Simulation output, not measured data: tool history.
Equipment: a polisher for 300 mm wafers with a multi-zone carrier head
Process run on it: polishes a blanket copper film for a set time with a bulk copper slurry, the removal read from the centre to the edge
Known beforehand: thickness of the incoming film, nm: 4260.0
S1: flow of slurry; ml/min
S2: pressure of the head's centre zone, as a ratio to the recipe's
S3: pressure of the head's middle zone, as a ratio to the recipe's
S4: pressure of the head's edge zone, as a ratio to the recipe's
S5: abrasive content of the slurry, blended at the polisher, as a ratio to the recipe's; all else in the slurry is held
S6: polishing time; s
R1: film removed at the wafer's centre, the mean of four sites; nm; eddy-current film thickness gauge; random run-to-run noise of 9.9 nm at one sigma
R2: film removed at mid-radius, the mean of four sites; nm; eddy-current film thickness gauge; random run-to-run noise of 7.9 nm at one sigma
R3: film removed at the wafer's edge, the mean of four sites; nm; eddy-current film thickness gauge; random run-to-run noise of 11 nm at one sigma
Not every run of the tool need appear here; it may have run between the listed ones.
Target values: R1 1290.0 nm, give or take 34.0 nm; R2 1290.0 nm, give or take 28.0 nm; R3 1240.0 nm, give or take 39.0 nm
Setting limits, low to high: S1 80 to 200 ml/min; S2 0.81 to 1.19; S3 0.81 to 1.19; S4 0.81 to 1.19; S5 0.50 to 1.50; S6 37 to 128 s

run 1 day=0.000 | S1=130 S2=1.00 S3=1.00 S4=1.00 S5=1.00 S6=82 | R1=1094.1 R2=1113.5 R3=1095.2
run 2 day=0.196 | S1=100 S2=1.00 S3=1.00 S4=1.00 S5=1.00 S6=82 | R1=1020.6 R2=1037.0 R3=1040.9
run 3 day=0.317 | S1=120 S2=1.00 S3=1.00 S4=1.00 S5=1.00 S6=82 | R1=1076.2 R2=1084.8 R3=1071.5
run 4 day=0.362 | S1=120 S2=1.00 S3=1.00 S4=0.95 S5=1.00 S6=82 | R1=1080.1 R2=1102.2 R3=1064.1
run 5 day=0.433 | S1=140 S2=1.00 S3=1.00 S4=0.95 S5=1.00 S6=82 | R1=1108.2 R2=1122.0 R3=1076.3
run 6 day=0.654 | S1=140 S2=1.00 S3=1.00 S4=0.95 S5=1.10 S6=82 | R1=1127.6 R2=1149.8 R3=1107.3
run 7 day=0.808 | S1=175 S2=1.03 S3=1.02 S4=1.04 S5=1.15 S6=82 | R1=1221.7 R2=1211.6 R3=1181.8
run 8 day=0.933 | S1=175 S2=1.03 S3=1.02 S4=1.04 S5=1.15 S6=82 | R1=1222.5 R2=1223.6 R3=1207.6
run 9 day=1.021 | S1=175 S2=1.03 S3=1.02 S4=1.04 S5=1.15 S6=82 | R1=1219.9 R2=1210.7 R3=1179.0

4 next moves are on the table. One of them brings every result within its allowed miss. Which?
run A day=1.108 | S1=165 S2=1.04 S3=0.97 S4=1.02 S5=1.25 S6=85 | R1=? R2=? R3=?
run B day=1.108 | S1=180 S2=1.08 S3=1.03 S4=0.99 S5=1.10 S6=84 | R1=? R2=? R3=?
run C day=1.108 | S1=175 S2=1.15 S3=1.13 S4=0.94 S5=1.15 S6=84 | R1=? R2=? R3=?
run D day=1.108 | S1=145 S2=1.09 S3=1.07 S4=1.08 S5=1.10 S6=87 | R1=? R2=? R3=?

move=A R1=1291.2 R2=1229.1 R3=1238.9
move=B R1=1305.0 R2=1264.2 R3=1191.1
move=C R1=1380.6 R2=1373.5 R3=1170.9
move=D R1=1308.1 R2=1304.2 R3=1246.0
A: closer than the last run, but not yet in spec
B: the worst result of the last run now meets its target, but another is out of spec
C: takes the biggest miss from the last run beyond its target
D: in spec on every target
Answer: D

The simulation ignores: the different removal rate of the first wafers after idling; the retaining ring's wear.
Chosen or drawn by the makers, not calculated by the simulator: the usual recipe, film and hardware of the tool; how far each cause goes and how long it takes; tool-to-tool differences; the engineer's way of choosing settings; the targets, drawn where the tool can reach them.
